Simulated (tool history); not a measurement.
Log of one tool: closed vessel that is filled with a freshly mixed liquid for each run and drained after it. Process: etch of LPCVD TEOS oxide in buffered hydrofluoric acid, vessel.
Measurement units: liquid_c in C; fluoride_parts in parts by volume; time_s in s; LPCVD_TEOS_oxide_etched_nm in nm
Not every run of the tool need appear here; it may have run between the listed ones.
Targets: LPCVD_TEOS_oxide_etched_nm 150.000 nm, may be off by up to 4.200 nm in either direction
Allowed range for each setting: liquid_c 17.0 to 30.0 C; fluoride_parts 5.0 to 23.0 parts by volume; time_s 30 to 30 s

Run 1, hour 0.0: liquid_c 22.0 C, fluoride_parts 14.0 parts by volume, time_s 30 s. Result: LPCVD_TEOS_oxide_etched_nm 72.124 nm.
Run 2, hour 4.7: liquid_c 23.0 C, fluoride_parts 13.5 parts by volume, time_s 30 s. Result: LPCVD_TEOS_oxide_etched_nm 78.649 nm.
Run 3, hour 5.6: liquid_c 24.0 C, fluoride_parts 13.0 parts by volume, time_s 30 s. Result: LPCVD_TEOS_oxide_etched_nm 86.583 nm.
Run 4, hour 10.5: liquid_c 25.0 C, fluoride_parts 12.5 parts by volume, time_s 30 s. Result: LPCVD_TEOS_oxide_etched_nm 94.259 nm.
Run 5, hour 15.9: liquid_c 25.0 C, fluoride_parts 15.0 parts by volume, time_s 30 s. Result: LPCVD_TEOS_oxide_etched_nm 78.824 nm.
At hour 19.6: hydrofluoric acid flow meter replaced.
Run 6, hour 19.6: liquid_c 27.5 C, fluoride_parts 15.0 parts by volume, time_s 30 s. Result: LPCVD_TEOS_oxide_etched_nm 83.707 nm.
Run 7, hour 22.0: liquid_c 28.0 C, fluoride_parts 14.0 parts by volume, time_s 30 s. Result: LPCVD_TEOS_oxide_etched_nm 91.707 nm.
Run 8, hour 30.1: liquid_c 28.5 C, fluoride_parts 13.0 parts by volume, time_s 30 s. Result: LPCVD_TEOS_oxide_etched_nm 102.030 nm.
Run 9, hour 38.3: liquid_c 28.5 C, fluoride_parts 12.5 parts by volume, time_s 30 s. Result: LPCVD_TEOS_oxide_etched_nm 106.610 nm.
Run 10, hour 42.6: liquid_c 28.5 C, fluoride_parts 12.0 parts by volume, time_s 30 s. Result: LPCVD_TEOS_oxide_etched_nm 110.650 nm.
Run 11, hour 48.6: liquid_c 28.5 C, fluoride_parts 11.5 parts by volume, time_s 30 s. Result: LPCVD_TEOS_oxide_etched_nm 115.030 nm.
Run 12, hour 54.6: liquid_c 28.5 C, fluoride_parts 11.0 parts by volume, time_s 30 s. Result: LPCVD_TEOS_oxide_etched_nm 118.390 nm.
Run 13, hour 60.5: liquid_c 28.5 C, fluoride_parts 10.5 parts by volume, time_s 30 s. Result: LPCVD_TEOS_oxide_etched_nm 125.660 nm.
Run 14, hour 64.6: liquid_c 29.5 C, fluoride_parts 9.5 parts by volume, time_s 30 s. Result: LPCVD_TEOS_oxide_etched_nm 144.060 nm.

Next run, 5 choices. One meets every target within its allowed miss, the rest don't. Which?
Run A, hour 68.7: liquid_c 28.5 C, fluoride_parts 9.0 parts by volume, time_s 30 s. Result: LPCVD_TEOS_oxide_etched_nm ?.
Run B, hour 68.7: liquid_c 29.5 C, fluoride_parts 8.5 parts by volume, time_s 30 s. Result: LPCVD_TEOS_oxide_etched_nm ?.
Run C, hour 68.7: liquid_c 26.0 C, fluoride_parts 7.5 parts by volume, time_s 30 s. Result: LPCVD_TEOS_oxide_etched_nm ?.
Run D, hour 68.7: liquid_c 25.5 C, fluoride_parts 8.0 parts by volume, time_s 30 s. Result: LPCVD_TEOS_oxide_etched_nm ?.
Run E, hour 68.7: liquid_c 30.0 C, fluoride_parts 10.0 parts by volume, time_s 30 s. Result: LPCVD_TEOS_oxide_etched_nm ?.

move  LPCVD_TEOS_oxide_etched_nm
   A                     141.890
   B                     159.140
   C                     151.290
   D                     137.340
   E                     143.730
A: misses by more than the last run did
B: moves the result that the last run missed by most past its target, out the other side
C: all results in spec
D: misses by more than the last run did
E: misses by more than the last run did
The move that meets every target is C.
